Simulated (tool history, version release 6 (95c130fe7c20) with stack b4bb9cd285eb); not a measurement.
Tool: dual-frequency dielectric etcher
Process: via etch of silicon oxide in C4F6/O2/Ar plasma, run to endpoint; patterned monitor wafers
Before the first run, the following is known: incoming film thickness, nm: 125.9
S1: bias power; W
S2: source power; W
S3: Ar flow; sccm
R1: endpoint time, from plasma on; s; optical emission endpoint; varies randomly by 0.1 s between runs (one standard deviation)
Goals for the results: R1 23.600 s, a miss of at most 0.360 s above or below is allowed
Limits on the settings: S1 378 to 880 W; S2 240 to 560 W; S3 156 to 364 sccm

run 1 hour=0.0 | S1=629 S2=400 S3=260 | R1=26.485
run 2 hour=1.6 | S1=629 S2=400 S3=290 | R1=27.069
run 3 hour=2.4 | S1=705 S2=400 S3=290 | R1=25.882
run 4 hour=4.6 | S1=705 S2=400 S3=311 | R1=26.385
run 5 hour=7.0 | S1=705 S2=450 S3=311 | R1=25.245
run 6 hour=14.0 | S1=648 S2=450 S3=311 | R1=26.070
run 7 hour=16.4 | S1=672 S2=450 S3=311 | R1=25.610
run 8 hour=22.5 | S1=692 S2=450 S3=311 | R1=25.502
run 9 hour=25.7 | S1=712 S2=450 S3=311 | R1=24.829
run 10 hour=30.9 | S1=784 S2=450 S3=311 | R1=24.307
run 11 hour=37.1 | S1=792 S2=450 S3=311 | R1=24.184
run 12 hour=43.9 | S1=799 S2=450 S3=311 | R1=24.241
run 13 hour=51.2 | S1=807 S2=450 S3=311 | R1=24.154

Which one of the following 5 next-run settings gets every result inside its allowed miss? There is exactly one.
run A hour=58.5 | S1=801 S2=410 S3=298 | R1=?
run B hour=58.5 | S1=693 S2=470 S3=281 | R1=?
run C hour=58.5 | S1=810 S2=410 S3=316 | R1=?
run D hour=58.5 | S1=790 S2=390 S3=303 | R1=?
run E hour=58.5 | S1=807 S2=480 S3=341 | R1=?

move=A R1=24.807
move=B R1=24.793
move=C R1=24.865
move=D R1=25.375
move=E R1=23.852
A: moves away from the targets compared with the last run
B: moves away from the targets compared with the last run
C: moves away from the targets compared with the last run
D: moves away from the targets compared with the last run
E: meets every target
Correct choice: E, which meets every target
